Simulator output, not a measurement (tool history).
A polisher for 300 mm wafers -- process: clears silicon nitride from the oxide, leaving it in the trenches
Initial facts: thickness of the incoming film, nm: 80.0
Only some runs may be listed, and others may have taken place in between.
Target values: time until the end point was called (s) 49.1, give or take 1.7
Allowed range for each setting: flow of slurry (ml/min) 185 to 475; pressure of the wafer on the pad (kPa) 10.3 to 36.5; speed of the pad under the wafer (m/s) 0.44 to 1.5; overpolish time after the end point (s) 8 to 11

| run | hour | flow of slurry (ml/min) | pressure of the wafer on the pad (kPa) | speed of the pad under the wafer (m/s) | overpolish time after the end point (s) | time until the end point was called (s) |
|---|---|---|---|---|---|---|
| 1 | 0 | 305 | 23.4 | 0.96 | 11 | 68.687 |
| 2 | 8.3 | 305 | 23.4 | 0.86 | 11 | 75.209 |
| 3 | 9.9 | 305 | 26.2 | 0.86 | 11 | 67.281 |
| 4 | 17.2 | 235 | 26.2 | 0.86 | 11 | 69.13 |
| 5 | 23 | 235 | 26.2 | 0.66 | 11 | 82.199 |
| 6 | 31.5 | 235 | 26.2 | 0.66 | 11 | 80.595 |
| 7 | 38.3 | 235 | 29 | 0.68 | 11 | 71.704 |
| 8 | 39.6 | 235 | 31 | 0.7 | 11 | 66.822 |
| 9 | 43.7 | 235 | 32.4 | 0.74 | 11 | 61.248 |
| 10 | 44.9 | 235 | 33.8 | 0.76 | 11 | 58.272 |
| 11 | 46 | 235 | 34.5 | 0.78 | 11 | 55.792 |
| 12 | 53.9 | 235 | 34.5 | 0.78 | 11 | 56.205 |
| 13 | 62.4 | 235 | 35.2 | 0.8 | 11 | 54.302 |
| 14 | 69 | 235 | 35.9 | 0.82 | 11 | 52.895 |

Which one of the following 5 next-run settings gets every result inside its allowed miss? There is exactly one.
| A | 75.6 | 290 | 36.5 | 0.96 | 9 | ? |
| B | 75.6 | 260 | 36.5 | 0.86 | 8 | ? |
| C | 75.6 | 235 | 36.5 | 1 | 11 | ? |
| D | 75.6 | 245 | 36.5 | 0.98 | 11 | ? |
| E | 75.6 | 185 | 32.4 | 0.88 | 11 | ? |

| move | time until the end point was called (s) |
|---|---|
| A | 44.299 |
| B | 48.312 |
| C | 44.14 |
| D | 44.524 |
| E | 56.242 |
A: takes the biggest miss from the last run beyond its target
B: every result lands within tolerance
C: takes the biggest miss from the last run beyond its target
D: takes the biggest miss from the last run beyond its target
E: lands further from the targets than the last run did
The move that meets every target is B.
